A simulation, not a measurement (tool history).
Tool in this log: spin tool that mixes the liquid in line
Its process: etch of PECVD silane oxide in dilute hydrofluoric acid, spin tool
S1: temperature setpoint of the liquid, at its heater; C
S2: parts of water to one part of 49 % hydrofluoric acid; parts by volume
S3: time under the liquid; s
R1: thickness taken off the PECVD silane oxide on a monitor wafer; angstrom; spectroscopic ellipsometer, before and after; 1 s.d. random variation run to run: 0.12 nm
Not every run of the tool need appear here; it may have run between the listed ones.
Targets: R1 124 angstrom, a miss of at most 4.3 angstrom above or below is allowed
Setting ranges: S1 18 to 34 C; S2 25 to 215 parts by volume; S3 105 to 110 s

run	hour	S1	S2	S3	R1
1	0	26	120	105	181.77
2	6.6	24.5	120	105	176.54
3	8.6	24.5	80	105	275.06
4	9.4	23.5	95	105	217.84
5	12.8	26.5	95	105	246.39
# hour 20.4: hydrofluoric acid flow meter replaced
6	20.4	26.5	70	105	312.08
7	28.6	25	85	105	232.99
8	32.4	23.5	95	105	192.05
9	33.8	22.5	95	105	184.55
10	40	21.5	95	105	177.61
11	43.7	20.5	100	105	161.16

Below are 4 possible settings for the next run. Only one of them brings all results inside the allowed miss of their targets. Which is it?
A	47.4	21	95	110	?
B	47.4	18.5	125	110	?
C	47.4	20.5	75	110	?
D	47.4	20	90	110	?

move	R1
A	182.02
B	120.85
C	231.17
D	185.45
A: moves away from the targets compared with the last run
B: every result within its allowed miss
C: moves away from the targets compared with the last run
D: moves away from the targets compared with the last run
Move B is the one to make.
